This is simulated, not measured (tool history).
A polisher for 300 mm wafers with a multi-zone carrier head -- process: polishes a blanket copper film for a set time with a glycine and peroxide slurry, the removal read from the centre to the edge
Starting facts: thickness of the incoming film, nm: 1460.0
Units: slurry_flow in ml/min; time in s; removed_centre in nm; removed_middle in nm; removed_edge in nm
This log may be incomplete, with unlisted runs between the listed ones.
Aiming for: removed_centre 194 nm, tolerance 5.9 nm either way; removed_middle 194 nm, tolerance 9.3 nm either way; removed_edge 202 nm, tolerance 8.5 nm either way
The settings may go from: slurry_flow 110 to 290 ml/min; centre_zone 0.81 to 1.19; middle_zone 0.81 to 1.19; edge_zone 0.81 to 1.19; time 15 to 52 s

run,day,slurry_flow,centre_zone,middle_zone,edge_zone,time,removed_centre,removed_middle,removed_edge
1,0,185,1,1,1,33,227.3,230.94,230.45
2,0.033,180,0.99,0.98,0.98,33,225.61,237.12,232.33
3,0.25,180,0.99,0.97,0.99,32,220.09,221.28,225.66
4,0.283,175,0.99,0.96,0.99,31,212.44,211.4,217.08
5,0.554,175,0.99,0.96,1.07,31,211.67,220.87,220.65
6,0.875,205,0.99,0.96,1.07,31,214.1,215.89,220.46
7,1.15,205,0.99,0.96,1.07,30,207.08,211.36,214.03
8,1.329,205,0.99,0.95,1.07,30,206.8,206.17,219.04
9,1.542,205,0.99,0.95,1.06,29,200.25,199.14,207.17

Consider the 4 candidate settings below. Which is the only one whose results all fall within their allowed miss of target?
A,1.754,205,1.08,1.04,1.07,27,?,?,?
B,1.754,215,1,0.89,1.1,30,?,?,?
C,1.754,175,0.99,0.91,1.02,31,?,?,?
D,1.754,220,0.96,0.9,0.99,29,?,?,?

move,removed_centre,removed_middle,removed_edge
A,202.52,199.72,198.24
B,209.06,200.1,223.64
C,209.36,205.96,221.57
D,194.41,195.37,208.37
A: moves away from the targets compared with the last run
B: moves away from the targets compared with the last run
C: moves away from the targets compared with the last run
D: hits every target within its allowed miss
So the answer is move D, the one that meets all the targets.
